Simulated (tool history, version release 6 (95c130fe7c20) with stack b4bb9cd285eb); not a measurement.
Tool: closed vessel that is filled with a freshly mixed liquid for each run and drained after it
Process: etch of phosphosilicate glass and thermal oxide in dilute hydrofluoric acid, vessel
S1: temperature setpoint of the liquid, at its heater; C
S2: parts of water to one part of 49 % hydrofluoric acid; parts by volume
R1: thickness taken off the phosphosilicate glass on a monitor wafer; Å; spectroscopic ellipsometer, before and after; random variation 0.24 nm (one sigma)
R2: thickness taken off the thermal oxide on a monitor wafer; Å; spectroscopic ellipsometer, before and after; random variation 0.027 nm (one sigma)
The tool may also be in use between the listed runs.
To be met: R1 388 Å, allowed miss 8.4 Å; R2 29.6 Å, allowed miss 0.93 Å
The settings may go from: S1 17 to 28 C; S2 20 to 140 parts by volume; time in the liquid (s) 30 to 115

{"run": 1, "hour": 0.0, "S1": 20, "S2": 75, "time in the liquid (s)": 60, "R1": 534.13, "R2": 40.819}
{"run": 2, "hour": 4.0, "S1": 20, "S2": 60, "time in the liquid (s)": 60, "R1": 668.61, "R2": 51.24}
{"run": 3, "hour": 7.1, "S1": 19.5, "S2": 65, "time in the liquid (s)": 60, "R1": 603.09, "R2": 45.88}
{"run": 4, "hour": 8.6, "S1": 19.5, "S2": 80, "time in the liquid (s)": 60, "R1": 480.7, "R2": 37.053}
{"run": 5, "hour": 16.8, "S1": 19, "S2": 80, "time in the liquid (s)": 60, "R1": 467.83, "R2": 35.808}
{"run": 6, "hour": 25.5, "S1": 19, "S2": 80, "time in the liquid (s)": 70, "R1": 553.87, "R2": 42.807}
{"hour": 32.1, "done": "hydrofluoric acid flow meter replaced"}
{"run": 7, "hour": 32.1, "S1": 17, "S2": 105, "time in the liquid (s)": 70, "R1": 336.08, "R2": 25.9}
{"run": 8, "hour": 40.1, "S1": 17.5, "S2": 105, "time in the liquid (s)": 70, "R1": 342.73, "R2": 26.09}
{"run": 9, "hour": 41.8, "S1": 18, "S2": 105, "time in the liquid (s)": 70, "R1": 354.24, "R2": 26.859}

4 next moves are on the table. One of them brings every result within its allowed miss. Which?
{"run": "A", "hour": 43.5, "S1": 22, "S2": 125, "time in the liquid (s)": 80, "R1": "?", "R2": "?"}
{"run": "B", "hour": 43.5, "S1": 19.5, "S2": 115, "time in the liquid (s)": 65, "R1": "?", "R2": "?"}
{"run": "C", "hour": 43.5, "S1": 21, "S2": 95, "time in the liquid (s)": 50, "R1": "?", "R2": "?"}
{"run": "D", "hour": 43.5, "S1": 17, "S2": 120, "time in the liquid (s)": 90, "R1": "?", "R2": "?"}

move=A R1=391.88 R2=29.793
move=B R1=316.42 R2=24.056
move=C R1=320.32 R2=24.353
move=D R1=376.72 R2=28.641
A: meets every target
B: further off than the last run
C: further off than the last run
D: nearer than the last run, and not there yet
The right move is A.
